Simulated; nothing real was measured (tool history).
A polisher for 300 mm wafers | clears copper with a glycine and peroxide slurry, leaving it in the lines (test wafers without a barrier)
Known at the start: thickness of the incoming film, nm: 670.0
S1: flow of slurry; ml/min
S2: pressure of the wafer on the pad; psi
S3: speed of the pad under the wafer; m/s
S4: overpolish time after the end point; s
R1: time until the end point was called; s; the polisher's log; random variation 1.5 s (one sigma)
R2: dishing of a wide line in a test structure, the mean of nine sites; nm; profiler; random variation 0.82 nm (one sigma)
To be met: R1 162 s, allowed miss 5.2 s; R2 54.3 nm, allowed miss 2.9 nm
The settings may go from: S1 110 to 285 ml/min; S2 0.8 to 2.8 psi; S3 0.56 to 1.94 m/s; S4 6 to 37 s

{"run": 1, "hour": 0.0, "S1": 180, "S2": 1.8, "S3": 1.24, "S4": 19, "R1": 145.77, "R2": 53.585}
{"run": 2, "hour": 1.8, "S1": 175, "S2": 1.8, "S3": 1.24, "S4": 20, "R1": 147.51, "R2": 56.064}
{"run": 3, "hour": 6.0, "S1": 175, "S2": 2.1, "S3": 1.24, "S4": 20, "R1": 130.42, "R2": 61.122}
{"run": 4, "hour": 10.2, "S1": 170, "S2": 2, "S3": 1.24, "S4": 20, "R1": 136.98, "R2": 59.258}
{"run": 5, "hour": 11.3, "S1": 170, "S2": 2, "S3": 1.24, "S4": 24, "R1": 136.69, "R2": 67.303}
{"run": 6, "hour": 17.8, "S1": 170, "S2": 1.8, "S3": 1.24, "S4": 24, "R1": 149.82, "R2": 63.828}
{"run": 7, "hour": 20.9, "S1": 165, "S2": 1.8, "S3": 1.24, "S4": 23, "R1": 148.29, "R2": 59.5}
{"run": 8, "hour": 23.5, "S1": 160, "S2": 1.8, "S3": 1.24, "S4": 23, "R1": 147.8, "R2": 61.712}
{"run": 9, "hour": 28.7, "S1": 160, "S2": 1.7, "S3": 1.24, "S4": 23, "R1": 156.27, "R2": 57.96}
{"run": 10, "hour": 32.6, "S1": 155, "S2": 1.7, "S3": 1.24, "S4": 23, "R1": 159.01, "R2": 59.915}

4 next moves are on the table. One of them brings every result within its allowed miss. Which?
{"run": "A", "hour": 36.5, "S1": 150, "S2": 1.6, "S3": 1.14, "S4": 23, "R1": "?", "R2": "?"}
{"run": "B", "hour": 36.5, "S1": 110, "S2": 1.8, "S3": 1.12, "S4": 20, "R1": "?", "R2": "?"}
{"run": "C", "hour": 36.5, "S1": 165, "S2": 1.4, "S3": 1.44, "S4": 22, "R1": "?", "R2": "?"}
{"run": "D", "hour": 36.5, "S1": 175, "S2": 1.8, "S3": 1.24, "S4": 18, "R1": "?", "R2": "?"}

move=A R1=180.39 R2=53.57
move=B R1=178.86 R2=48.907
move=C R1=163.85 R2=54.368
move=D R1=149.98 R2=51.468
A: brings the result that was furthest off to its target, and leaves another outside
B: takes the result that was furthest off past its target
C: meets every target
D: brings the result that was furthest off to its target, and leaves another outside
Answer: C

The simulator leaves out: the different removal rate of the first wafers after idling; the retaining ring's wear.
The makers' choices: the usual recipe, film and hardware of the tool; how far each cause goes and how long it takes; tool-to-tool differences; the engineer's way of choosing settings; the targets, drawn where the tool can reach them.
